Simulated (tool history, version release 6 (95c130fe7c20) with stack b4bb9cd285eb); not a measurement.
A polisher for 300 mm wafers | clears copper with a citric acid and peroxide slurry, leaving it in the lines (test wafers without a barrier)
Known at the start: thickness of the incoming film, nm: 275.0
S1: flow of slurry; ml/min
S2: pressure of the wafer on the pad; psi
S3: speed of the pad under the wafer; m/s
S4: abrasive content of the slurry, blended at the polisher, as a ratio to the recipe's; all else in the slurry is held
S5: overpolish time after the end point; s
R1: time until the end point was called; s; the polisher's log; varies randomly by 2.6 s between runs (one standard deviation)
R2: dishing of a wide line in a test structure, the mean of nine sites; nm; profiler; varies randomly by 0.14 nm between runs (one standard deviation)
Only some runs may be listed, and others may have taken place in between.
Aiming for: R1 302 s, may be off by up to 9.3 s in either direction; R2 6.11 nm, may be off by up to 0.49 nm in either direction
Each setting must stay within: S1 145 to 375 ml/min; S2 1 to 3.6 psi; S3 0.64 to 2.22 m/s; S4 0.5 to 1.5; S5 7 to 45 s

run,hour,S1,S2,S3,S4,S5,R1,R2
1,0,240,2.3,1.42,1,23,142.78,29.574
2,3.4,240,1.9,1.34,1,18,176.45,19.636
3,12,240,1.9,1.34,1,8,175.25,9.2644
4,16.1,235,1.6,1.28,1,8,214.74,7.3445
5,22,280,1.6,1.28,1,8,212.66,8.0146
6,26,280,1.6,1.44,1,8,194.19,8.5561
7,33,280,1.4,1.36,1,8,231.03,7.0573
8,39.6,280,1.3,1.34,1,9,249.89,7.476
9,42.9,280,1.2,1.34,1,9,268.6,6.79

5 next moves are on the table. One of them brings every result within its allowed miss. Which?
A,46.2,290,1,1.24,1.15,12,?,?
B,46.2,325,1.3,1.44,0.95,10,?,?
C,46.2,260,1,1.34,1,10,?,?
D,46.2,285,1,1.46,1,9,?,?
E,46.2,250,1.1,1.32,1,11,?,?

move,R1,R2
A,320.62,7.6547
B,237.02,8.6312
C,318.84,6.4646
D,300.3,6.1878
E,295.27,7.6371
A: the result that was furthest off in the last run now lies on the other side of its target
B: misses by more than the last run did
C: the result that was furthest off in the last run now lies on the other side of its target
D: in spec on every target
E: gets the furthest-off result to its target, but another result is out of tolerance
The move that meets every target is D.
